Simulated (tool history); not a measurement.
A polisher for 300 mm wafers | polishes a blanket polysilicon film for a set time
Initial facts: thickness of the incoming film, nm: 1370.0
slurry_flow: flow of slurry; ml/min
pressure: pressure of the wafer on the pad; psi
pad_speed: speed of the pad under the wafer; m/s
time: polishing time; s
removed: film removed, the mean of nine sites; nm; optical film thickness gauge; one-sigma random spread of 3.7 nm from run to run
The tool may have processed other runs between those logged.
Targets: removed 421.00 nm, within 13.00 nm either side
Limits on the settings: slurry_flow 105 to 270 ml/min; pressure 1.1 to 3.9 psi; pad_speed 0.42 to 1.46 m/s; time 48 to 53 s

run 1 hour=0.0 | slurry_flow=175 pressure=2.5 pad_speed=0.94 time=53 | removed=324.87
run 2 hour=3.0 | slurry_flow=175 pressure=2.5 pad_speed=0.94 time=48 | removed=297.46
run 3 hour=7.8 | slurry_flow=150 pressure=2.5 pad_speed=0.94 time=48 | removed=283.96
run 4 hour=16.5 | slurry_flow=180 pressure=2.5 pad_speed=0.94 time=48 | removed=294.06
run 5 hour=24.1 | slurry_flow=150 pressure=2.5 pad_speed=0.94 time=48 | removed=285.17
run 6 hour=30.4 | slurry_flow=150 pressure=2.5 pad_speed=0.94 time=53 | removed=314.27
run 7 hour=38.0 | slurry_flow=165 pressure=2.7 pad_speed=0.94 time=53 | removed=343.19
run 8 hour=40.1 | slurry_flow=165 pressure=2.7 pad_speed=0.94 time=53 | removed=349.08
run 9 hour=48.2 | slurry_flow=180 pressure=2.8 pad_speed=0.94 time=53 | removed=363.46

Pick the move, out of 4, that brings all results within their allowed miss; only one does.
run A hour=56.3 | slurry_flow=160 pressure=2.6 pad_speed=0.96 time=53 | removed=?
run B hour=56.3 | slurry_flow=185 pressure=3.1 pad_speed=1.02 time=52 | removed=?
run C hour=56.3 | slurry_flow=150 pressure=2.5 pad_speed=0.90 time=52 | removed=?
run D hour=56.3 | slurry_flow=165 pressure=2.9 pad_speed=0.80 time=50 | removed=?

move=A removed=340.35
move=B removed=428.86
move=C removed=298.92
move=D removed=300.47
A: misses by more than the last run did
B: all results land within tolerance of their targets
C: misses by more than the last run did
D: misses by more than the last run did
B meets every target.

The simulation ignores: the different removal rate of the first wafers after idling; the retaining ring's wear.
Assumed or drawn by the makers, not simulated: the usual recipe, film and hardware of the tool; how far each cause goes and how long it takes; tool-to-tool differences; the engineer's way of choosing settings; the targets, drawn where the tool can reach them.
